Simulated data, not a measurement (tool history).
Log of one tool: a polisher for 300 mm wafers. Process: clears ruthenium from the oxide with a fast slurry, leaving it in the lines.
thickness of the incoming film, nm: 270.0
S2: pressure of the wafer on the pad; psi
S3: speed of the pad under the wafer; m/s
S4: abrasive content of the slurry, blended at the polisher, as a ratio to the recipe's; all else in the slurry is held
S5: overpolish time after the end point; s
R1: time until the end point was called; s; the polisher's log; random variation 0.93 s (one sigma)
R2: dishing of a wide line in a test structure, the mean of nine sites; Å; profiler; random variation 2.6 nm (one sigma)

run 1 day=0 | flow_of_slurry_(ml/min)=315 S2=2.7 S3=1.16 S4=1 S5=28 | R1=70.233 R2=807.46
run 2 day=0.338 | flow_of_slurry_(ml/min)=315 S2=2.8 S3=1.16 S4=1 S5=29 | R1=65.318 R2=856.19
run 3 day=0.654 | flow_of_slurry_(ml/min)=315 S2=2.8 S3=1.16 S4=1 S5=19 | R1=65.05 R2=616.69
run 4 day=0.679 | flow_of_slurry_(ml/min)=315 S2=2.8 S3=1.02 S4=1 S5=19 | R1=71.13 R2=572.18
run 5 day=0.8 | flow_of_slurry_(ml/min)=315 S2=2.8 S3=0.84 S4=1 S5=19 | R1=84.778 R2=512.12
run 6 day=1.092 | flow_of_slurry_(ml/min)=315 S2=2.9 S3=0.86 S4=1 S5=21 | R1=80.473 R2=576.81
run 7 day=1.117 | flow_of_slurry_(ml/min)=315 S2=3 S3=0.88 S4=1 S5=22 | R1=74.54 R2=630.98
run 8 day=1.238 | flow_of_slurry_(ml/min)=315 S2=3.1 S3=0.88 S4=1 S5=23 | R1=71.394 R2=658.53
run 9 day=1.542 | flow_of_slurry_(ml/min)=315 S2=3.1 S3=0.88 S4=1 S5=23 | R1=75.268 R2=668.11
run 10 day=1.812 | flow_of_slurry_(ml/min)=315 S2=3.2 S3=0.9 S4=1 S5=24 | R1=69.847 R2=706.74
run 11 day=1.967 | flow_of_slurry_(ml/min)=315 S2=3.3 S3=0.92 S4=1 S5=25 | R1=65.187 R2=743.01

Run 12 comes next. What will it give?
run 12 day=2.012 | flow_of_slurry_(ml/min)=315 S2=3.4 S3=0.92 S4=1 S5=26 | R1=? R2=?

Run 12 gave R1 64.776 s, R2 819.49 Å.

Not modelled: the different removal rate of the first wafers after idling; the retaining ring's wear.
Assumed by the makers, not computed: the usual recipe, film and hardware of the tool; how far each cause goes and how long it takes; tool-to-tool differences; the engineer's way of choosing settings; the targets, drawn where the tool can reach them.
